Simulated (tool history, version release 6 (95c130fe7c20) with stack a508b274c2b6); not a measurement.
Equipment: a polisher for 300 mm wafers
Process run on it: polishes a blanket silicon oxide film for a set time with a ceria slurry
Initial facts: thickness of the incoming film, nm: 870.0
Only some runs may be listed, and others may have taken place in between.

| run | hour | flow of slurry (ml/min) | pressure of the wafer on the pad (kPa) | speed of the pad under the wafer (m/s) | polishing time (s) | film removed (Å) |
|---|---|---|---|---|---|---|
| 1 | 0 | 175 | 26.2 | 0.88 | 45 | 2442.3 |
| 2 | 6 | 145 | 26.2 | 0.88 | 45 | 2409.9 |
| 3 | 14.2 | 145 | 24.8 | 0.88 | 45 | 2323.9 |
| 4 | 19.3 | 145 | 24.1 | 0.88 | 45 | 2267.7 |
| 5 | 27.4 | 145 | 23.4 | 0.88 | 45 | 2193.5 |
| 6 | 29.8 | 145 | 22.8 | 0.88 | 45 | 2252.7 |
| 7 | 37 | 145 | 21.4 | 0.88 | 45 | 2103.5 |

For run 8, what comes out?
| 8 | 42.2 | 145 | 21.4 | 0.88 | 45 | ? |

film removed (Å): 2103.6
